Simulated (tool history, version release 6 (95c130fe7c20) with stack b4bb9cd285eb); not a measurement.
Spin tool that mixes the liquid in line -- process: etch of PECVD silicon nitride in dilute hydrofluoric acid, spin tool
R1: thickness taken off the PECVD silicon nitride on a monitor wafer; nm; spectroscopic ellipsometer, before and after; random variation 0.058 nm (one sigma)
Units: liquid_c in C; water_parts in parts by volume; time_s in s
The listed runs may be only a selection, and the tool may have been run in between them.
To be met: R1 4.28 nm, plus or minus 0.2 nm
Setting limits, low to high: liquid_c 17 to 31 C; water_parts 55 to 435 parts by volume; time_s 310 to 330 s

run 1 hour=0 | liquid_c=23 water_parts=245 time_s=310 | R1=3.1203
run 2 hour=0.7 | liquid_c=25.5 water_parts=245 time_s=310 | R1=3.7487
run 3 hour=2.9 | liquid_c=25.5 water_parts=195 time_s=310 | R1=4.6646
run 4 hour=8.5 | liquid_c=25 water_parts=195 time_s=310 | R1=4.4769
run 5 hour=13.7 | liquid_c=25 water_parts=160 time_s=310 | R1=5.648
run 6 hour=18.6 | liquid_c=25 water_parts=160 time_s=330 | R1=5.8479
run 7 hour=27.2 | liquid_c=24 water_parts=160 time_s=330 | R1=5.577
run 8 hour=28.4 | liquid_c=23 water_parts=160 time_s=330 | R1=5.2049
run 9 hour=31.4 | liquid_c=22.5 water_parts=160 time_s=330 | R1=4.9578

5 next moves are on the table. One of them brings every result within its allowed miss. Which?
run A hour=34.4 | liquid_c=23 water_parts=150 time_s=310 | R1=?
run B hour=34.4 | liquid_c=21 water_parts=180 time_s=320 | R1=?
run C hour=34.4 | liquid_c=21 water_parts=125 time_s=310 | R1=?
run D hour=34.4 | liquid_c=24.5 water_parts=160 time_s=310 | R1=?
run E hour=34.4 | liquid_c=26 water_parts=220 time_s=310 | R1=?

move=A R1=5.1524
move=B R1=3.9029
move=C R1=5.4005
move=D R1=5.3252
move=E R1=4.2609
A: lands further from the targets than the last run did
B: pushes the last run's worst result past its target
C: lands further from the targets than the last run did
D: lands further from the targets than the last run did
E: hits every target within its allowed miss
Correct choice: E, which meets every target

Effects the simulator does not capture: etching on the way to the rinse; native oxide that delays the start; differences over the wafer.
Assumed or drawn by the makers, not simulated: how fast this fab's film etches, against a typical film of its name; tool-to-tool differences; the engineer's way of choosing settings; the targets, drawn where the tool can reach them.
